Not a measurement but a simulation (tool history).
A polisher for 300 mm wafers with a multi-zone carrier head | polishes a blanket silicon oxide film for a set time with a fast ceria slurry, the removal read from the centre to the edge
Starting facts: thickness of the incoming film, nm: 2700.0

run,hour,flow of slurry (ml/min),pressure of the head's centre zone,pressure of the head's middle zone,pressure of the head's edge zone,polishing time (s),film removed at the wafer's centre (angstrom),film removed at mid-radius (angstrom),film removed at the wafer's edge (angstrom)
1,0.0,215,1.00,1.00,1.00,33,5494.7,5593.8,5501.1
2,7.0,230,1.02,1.00,1.06,34,5859.0,5798.5,5897.2
3,8.8,265,1.02,1.00,1.06,34,5991.9,5824.5,6033.0
4,15.1,265,1.02,1.00,1.06,26,4518.6,4458.2,4637.8
5,20.4,265,1.10,1.00,1.06,26,4879.6,4486.3,4637.3
6,27.0,265,1.10,1.00,1.02,26,4870.4,4542.7,4542.1

Forecast run 7:
7,34.5,275,1.09,1.01,1.07,29,?,?,?

{"run 7": {"film removed at the wafer's centre (angstrom)": 5444.2, "film removed at mid-radius (angstrom)": 4986.0, "film removed at the wafer's edge (angstrom)": 5194.7}}
